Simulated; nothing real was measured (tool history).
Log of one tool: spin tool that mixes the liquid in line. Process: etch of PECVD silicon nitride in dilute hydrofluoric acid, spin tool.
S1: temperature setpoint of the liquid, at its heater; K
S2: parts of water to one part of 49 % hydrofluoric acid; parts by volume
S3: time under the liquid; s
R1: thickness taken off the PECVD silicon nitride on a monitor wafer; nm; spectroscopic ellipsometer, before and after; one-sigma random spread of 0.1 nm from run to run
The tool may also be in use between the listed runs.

{"run": 1, "hour": 0.0, "S1": 293.15, "S2": 250, "S3": 265, "R1": 2.5083}
{"run": 2, "hour": 6.5, "S1": 294.65, "S2": 235, "S3": 265, "R1": 2.9201}
{"run": 3, "hour": 10.7, "S1": 297.15, "S2": 235, "S3": 265, "R1": 3.481}
{"run": 4, "hour": 18.3, "S1": 297.65, "S2": 225, "S3": 265, "R1": 3.7348}
{"run": 5, "hour": 20.5, "S1": 297.65, "S2": 225, "S3": 285, "R1": 4.0308}
{"run": 6, "hour": 23.0, "S1": 300.15, "S2": 225, "S3": 285, "R1": 4.7337}
{"hour": 29.1, "done": "hydrofluoric acid flow meter replaced"}
{"run": 7, "hour": 29.1, "S1": 300.15, "S2": 220, "S3": 285, "R1": 4.4821}

Run 8 has not been measured yet. What should we expect?
{"run": 8, "hour": 32.7, "S1": 300.15, "S2": 215, "S3": 285, "R1": "?"}

R1: 4.6327 nm

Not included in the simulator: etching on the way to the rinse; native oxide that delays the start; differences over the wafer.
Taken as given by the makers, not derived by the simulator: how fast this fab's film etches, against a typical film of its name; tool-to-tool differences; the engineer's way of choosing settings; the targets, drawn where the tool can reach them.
